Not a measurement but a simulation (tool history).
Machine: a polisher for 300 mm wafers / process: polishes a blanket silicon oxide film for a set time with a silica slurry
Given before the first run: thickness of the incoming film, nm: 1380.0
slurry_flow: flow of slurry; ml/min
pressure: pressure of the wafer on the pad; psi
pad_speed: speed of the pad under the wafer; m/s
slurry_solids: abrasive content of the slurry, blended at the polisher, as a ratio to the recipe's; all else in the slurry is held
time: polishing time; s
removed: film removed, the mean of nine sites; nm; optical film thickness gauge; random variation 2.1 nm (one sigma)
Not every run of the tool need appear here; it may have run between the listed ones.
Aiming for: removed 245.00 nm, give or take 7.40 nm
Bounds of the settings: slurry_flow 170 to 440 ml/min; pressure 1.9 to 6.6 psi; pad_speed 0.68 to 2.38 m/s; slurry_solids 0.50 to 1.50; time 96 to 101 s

| run | hour | slurry_flow | pressure | pad_speed | slurry_solids | time | removed |
|---|---|---|---|---|---|---|---|
| 1 | 0.0 | 280 | 4.2 | 1.52 | 1.00 | 96 | 351.92 |
| 2 | 3.6 | 280 | 3.9 | 1.52 | 1.00 | 96 | 326.01 |
| 3 | 6.2 | 280 | 3.7 | 1.52 | 1.00 | 96 | 309.22 |
| 4 | 9.2 | 280 | 3.5 | 1.52 | 1.00 | 96 | 298.77 |
| 5 | 13.7 | 280 | 3.5 | 1.52 | 1.00 | 101 | 305.12 |
| 6 | 15.4 | 280 | 3.5 | 1.52 | 1.00 | 101 | 307.40 |
| 7 | 17.5 | 280 | 3.3 | 1.52 | 1.00 | 101 | 293.26 |
| 8 | 18.3 | 280 | 3.2 | 1.52 | 1.00 | 101 | 285.70 |
| 9 | 20.1 | 280 | 3.1 | 1.52 | 1.00 | 101 | 270.98 |
| 10 | 26.0 | 280 | 3.0 | 1.52 | 1.00 | 101 | 267.48 |
| 11 | 30.1 | 280 | 2.9 | 1.52 | 1.00 | 101 | 257.99 |

Exercise: of the 4 proposed moves below, exactly one satisfies all targets within the stated allowed misses. Which move is it?
| A | 34.2 | 225 | 2.7 | 1.60 | 0.95 | 98 | ? |
| B | 34.2 | 205 | 3.2 | 1.32 | 0.95 | 96 | ? |
| C | 34.2 | 265 | 2.3 | 1.94 | 1.05 | 96 | ? |
| D | 34.2 | 260 | 4.3 | 1.06 | 0.95 | 101 | ? |

| move | removed |
|---|---|
| A | 231.78 |
| B | 227.52 |
| C | 246.35 |
| D | 271.73 |
A: takes the biggest miss from the last run beyond its target
B: takes the biggest miss from the last run beyond its target
C: meets every target
D: moves away from the targets compared with the last run
Correct choice: C, which meets every target

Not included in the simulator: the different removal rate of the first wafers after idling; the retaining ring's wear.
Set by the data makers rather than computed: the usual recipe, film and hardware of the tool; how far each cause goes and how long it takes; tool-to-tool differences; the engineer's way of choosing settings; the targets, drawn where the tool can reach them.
